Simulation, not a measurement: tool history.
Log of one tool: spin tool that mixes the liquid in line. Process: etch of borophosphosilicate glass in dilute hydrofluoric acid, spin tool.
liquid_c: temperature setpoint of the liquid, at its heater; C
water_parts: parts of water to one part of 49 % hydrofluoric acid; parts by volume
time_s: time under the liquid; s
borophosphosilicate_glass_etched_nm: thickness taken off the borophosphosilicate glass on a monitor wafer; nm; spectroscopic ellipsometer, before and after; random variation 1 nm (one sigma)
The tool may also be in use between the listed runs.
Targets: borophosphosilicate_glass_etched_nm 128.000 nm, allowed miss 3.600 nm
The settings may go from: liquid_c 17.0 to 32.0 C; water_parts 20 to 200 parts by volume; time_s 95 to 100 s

run	day	liquid_c	water_parts	time_s	borophosphosilicate_glass_etched_nm
1	0.000	24.0	110	95	50.899
2	0.046	24.0	110	100	53.103
3	0.279	22.0	110	100	49.699
4	0.325	22.0	75	100	74.359
5	0.375	22.0	75	95	72.585
6	0.725	25.0	70	95	87.583
7	0.954	27.0	70	95	94.160
8	1.262	28.5	65	95	108.440
9	1.612	29.5	65	95	113.910
10	1.804	30.5	65	95	116.510
11	1.971	31.0	65	95	120.900
12	2.121	31.5	65	95	122.060
13	2.438	32.0	65	95	124.710
14	2.542	32.0	60	95	134.930
15	2.654	31.5	60	95	133.020

Which of these 5 next moves meets every target?
A	2.767	32.0	60	95	?
B	2.767	29.0	60	100	?
C	2.767	31.0	60	100	?
D	2.767	32.0	60	100	?
E	2.767	30.0	55	95	?

move	borophosphosilicate_glass_etched_nm
A	135.850
B	127.320
C	137.610
D	143.000
E	138.250
A: further off than the last run
B: meets every target
C: further off than the last run
D: further off than the last run
E: further off than the last run
Move B is the one to make.
